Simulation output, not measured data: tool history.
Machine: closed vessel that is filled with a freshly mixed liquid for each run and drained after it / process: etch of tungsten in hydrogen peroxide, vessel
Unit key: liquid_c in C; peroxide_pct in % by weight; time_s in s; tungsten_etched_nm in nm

run,hour,liquid_c,peroxide_pct,time_s,tungsten_etched_nm
1,0,45,20,30,64.875
2,1,51.5,20,30,96.932
3,5.5,52.5,20,30,103.14
4,9.1,53,20,30,106.35
5,17.3,60,20,30,160.35
6,19.5,60,23,30,171.2
7,20.5,60,23,30,172.17
8,21.4,58.5,23,30,155.51
9,29.1,57.5,23,30,148.97
10,33.2,56.5,23,30,140.79

What will run 11 give?
11,38,56,23,30,?

{"run 11": {"tungsten_etched_nm": 135.81}}
